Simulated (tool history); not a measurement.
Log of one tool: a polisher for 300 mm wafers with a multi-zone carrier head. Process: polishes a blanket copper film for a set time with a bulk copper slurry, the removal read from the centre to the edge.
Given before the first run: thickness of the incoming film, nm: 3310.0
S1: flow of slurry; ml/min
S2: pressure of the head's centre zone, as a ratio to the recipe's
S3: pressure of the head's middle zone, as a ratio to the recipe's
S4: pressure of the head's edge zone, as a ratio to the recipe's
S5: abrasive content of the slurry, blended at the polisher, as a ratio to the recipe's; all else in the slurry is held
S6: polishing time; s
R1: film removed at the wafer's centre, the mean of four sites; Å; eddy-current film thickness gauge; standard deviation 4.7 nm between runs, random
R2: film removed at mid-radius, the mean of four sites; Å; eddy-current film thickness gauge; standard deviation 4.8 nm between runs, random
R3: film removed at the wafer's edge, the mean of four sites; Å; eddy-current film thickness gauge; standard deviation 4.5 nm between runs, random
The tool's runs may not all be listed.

run 1 day=0 | S1=285 S2=1 S3=1 S4=1 S5=1 S6=56 | R1=2717.3 R2=3222.8 R3=3072.5
run 2 day=0.158 | S1=285 S2=1 S3=0.93 S4=1 S5=1 S6=56 | R1=2699.6 R2=3049.7 R3=3083.7
run 3 day=0.238 | S1=285 S2=1 S3=0.93 S4=1 S5=1 S6=45 | R1=2158.1 R2=2458.4 R3=2423.8
run 4 day=0.367 | S1=320 S2=1 S3=0.93 S4=1 S5=1 S6=45 | R1=2208.2 R2=2490.9 R3=2436.9
run 5 day=0.446 | S1=320 S2=1 S3=0.93 S4=1.05 S5=1 S6=45 | R1=2215.8 R2=2464.7 R3=2522.5
run 6 day=0.717 | S1=320 S2=1 S3=0.93 S4=1.08 S5=1 S6=45 | R1=2185.6 R2=2423.2 R3=2562.4
run 7 day=0.742 | S1=320 S2=1.01 S3=0.95 S4=1.08 S5=1.1 S6=48 | R1=2392.5 R2=2688.4 R3=2800.6

What does the tool deliver on the next run?
run 8 day=0.862 | S1=325 S2=1.07 S3=1.02 S4=1.14 S5=1.35 S6=62 | R1=? R2=? R3=?

R1: 3322.9 Å
R2: 3773.5 Å
R3: 3727.8 Å
